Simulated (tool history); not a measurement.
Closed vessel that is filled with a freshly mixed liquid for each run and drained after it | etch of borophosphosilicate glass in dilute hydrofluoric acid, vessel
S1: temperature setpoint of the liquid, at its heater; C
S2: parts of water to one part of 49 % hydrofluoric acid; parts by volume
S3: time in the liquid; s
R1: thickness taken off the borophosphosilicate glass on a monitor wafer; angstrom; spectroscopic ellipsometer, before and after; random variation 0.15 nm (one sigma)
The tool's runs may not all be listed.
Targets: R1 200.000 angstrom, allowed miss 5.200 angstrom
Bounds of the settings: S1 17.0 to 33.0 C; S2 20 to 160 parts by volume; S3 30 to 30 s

run	hour	S1	S2	S3	R1
1	0.0	25.0	90	30	90.967
2	4.9	25.0	105	30	76.641
3	7.1	25.0	105	30	76.407
4	9.4	25.0	135	30	57.195
5	15.6	27.0	115	30	74.655
6	18.9	27.0	135	30	62.526
7	21.7	28.5	115	30	79.152
8	23.2	29.5	95	30	102.340
9	29.4	33.0	60	30	191.750
10	33.2	33.0	55	30	214.920
11	39.9	32.5	55	30	209.730
12	40.8	32.0	55	30	208.180
# hour 46.5: thermometer replaced
13	46.5	31.5	55	30	190.180

5 next moves are on the table. One of them brings every result within its allowed miss. Which?
A	52.2	32.0	60	30	?
B	52.2	29.5	55	30	?
C	52.2	32.0	50	30	?
D	52.2	32.5	55	30	?
E	52.2	33.0	60	30	?

move	R1
A	179.760
B	179.390
C	219.200
D	201.500
E	186.740
A: further off than the last run
B: further off than the last run
C: takes the result that was furthest off past its target
D: meets every target
E: further off than the last run
The right move is D.
